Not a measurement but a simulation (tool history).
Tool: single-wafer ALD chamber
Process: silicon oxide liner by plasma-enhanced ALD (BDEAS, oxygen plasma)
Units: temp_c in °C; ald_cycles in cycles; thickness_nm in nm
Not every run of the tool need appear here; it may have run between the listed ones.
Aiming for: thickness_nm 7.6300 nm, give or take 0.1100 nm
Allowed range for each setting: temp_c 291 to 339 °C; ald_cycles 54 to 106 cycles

Run 1, hour 0.0: temp_c 315 °C, ald_cycles 80 cycles. Result: thickness_nm 6.9849 nm.
Run 2, hour 6.8: temp_c 314 °C, ald_cycles 82 cycles. Result: thickness_nm 7.1489 nm.
Run 3, hour 11.7: temp_c 310 °C, ald_cycles 82 cycles. Result: thickness_nm 7.1761 nm.
Run 4, hour 18.9: temp_c 302 °C, ald_cycles 82 cycles. Result: thickness_nm 7.1855 nm.
Run 5, hour 19.8: temp_c 295 °C, ald_cycles 82 cycles. Result: thickness_nm 7.3589 nm.
Run 6, hour 21.5: temp_c 295 °C, ald_cycles 77 cycles. Result: thickness_nm 6.9119 nm.
Run 7, hour 26.0: temp_c 295 °C, ald_cycles 79 cycles. Result: thickness_nm 7.1050 nm.
Run 8, hour 30.3: temp_c 295 °C, ald_cycles 81 cycles. Result: thickness_nm 7.2740 nm.
Run 9, hour 37.9: temp_c 295 °C, ald_cycles 82 cycles. Result: thickness_nm 7.3187 nm.
Run 10, hour 42.1: temp_c 295 °C, ald_cycles 83 cycles. Result: thickness_nm 7.4668 nm.

Below are 4 possible settings for the next run. Only one of them brings all results inside the allowed miss of their targets. Which is it?
Run A, hour 46.3: temp_c 299 °C, ald_cycles 82 cycles. Result: thickness_nm ?.
Run B, hour 46.3: temp_c 291 °C, ald_cycles 84 cycles. Result: thickness_nm ?.
Run C, hour 46.3: temp_c 301 °C, ald_cycles 90 cycles. Result: thickness_nm ?.
Run D, hour 46.3: temp_c 306 °C, ald_cycles 84 cycles. Result: thickness_nm ?.

move  thickness_nm
   A        7.2800
   B        7.6342
   C        7.9706
   D        7.3933
A: further off than the last run
B: every result lands within tolerance
C: pushes the last run's worst result past its target
D: further off than the last run
Answer: B
